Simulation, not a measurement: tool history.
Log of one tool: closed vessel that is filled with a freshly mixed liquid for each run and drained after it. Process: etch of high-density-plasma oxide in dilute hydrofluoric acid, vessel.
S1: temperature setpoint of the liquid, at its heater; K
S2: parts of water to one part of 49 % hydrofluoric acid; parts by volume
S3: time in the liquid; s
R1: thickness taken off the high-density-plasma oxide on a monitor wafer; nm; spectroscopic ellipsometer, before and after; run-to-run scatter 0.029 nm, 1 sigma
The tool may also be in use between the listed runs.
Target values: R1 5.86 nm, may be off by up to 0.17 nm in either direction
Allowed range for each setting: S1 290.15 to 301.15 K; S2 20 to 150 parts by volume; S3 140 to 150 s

Run 1, hour 0: S1 293.15 K, S2 85 parts by volume, S3 140 s. Result: R1 7.271 nm.
Run 2, hour 2.2: S1 293.15 K, S2 110 parts by volume, S3 140 s. Result: R1 5.4906 nm.
Run 3, hour 8.5: S1 293.65 K, S2 110 parts by volume, S3 140 s. Result: R1 5.5575 nm.
Run 4, hour 15.6: S1 290.65 K, S2 110 parts by volume, S3 140 s. Result: R1 4.9494 nm.
Run 5, hour 18.1: S1 290.65 K, S2 110 parts by volume, S3 140 s. Result: R1 4.9545 nm.
Run 6, hour 26.7: S1 291.65 K, S2 110 parts by volume, S3 140 s. Result: R1 5.167 nm.
Run 7, hour 33.3: S1 292.15 K, S2 110 parts by volume, S3 140 s. Result: R1 5.2687 nm.
Run 8, hour 37.2: S1 292.65 K, S2 110 parts by volume, S3 140 s. Result: R1 5.4247 nm.
Run 9, hour 42.7: S1 293.15 K, S2 110 parts by volume, S3 140 s. Result: R1 5.4916 nm.
Run 10, hour 49: S1 293.65 K, S2 110 parts by volume, S3 140 s. Result: R1 5.5959 nm.

Which single option among these 4 for the next run brings every result within its allowed miss of target? Just one does.
Run A, hour 55.3: S1 293.15 K, S2 110 parts by volume, S3 150 s. Result: R1 ?.
Run B, hour 55.3: S1 290.15 K, S2 110 parts by volume, S3 150 s. Result: R1 ?.
Run C, hour 55.3: S1 294.15 K, S2 105 parts by volume, S3 150 s. Result: R1 ?.
Run D, hour 55.3: S1 295.15 K, S2 110 parts by volume, S3 145 s. Result: R1 ?.

move      R1
   A  5.8348
   B  5.1599
   C  6.4005
   D  6.1106
A: in spec on every target
B: further off than the last run
C: carries the result that was furthest off beyond its target, to the other side
D: carries the result that was furthest off beyond its target, to the other side
So the answer is move A, the one that meets all the targets.

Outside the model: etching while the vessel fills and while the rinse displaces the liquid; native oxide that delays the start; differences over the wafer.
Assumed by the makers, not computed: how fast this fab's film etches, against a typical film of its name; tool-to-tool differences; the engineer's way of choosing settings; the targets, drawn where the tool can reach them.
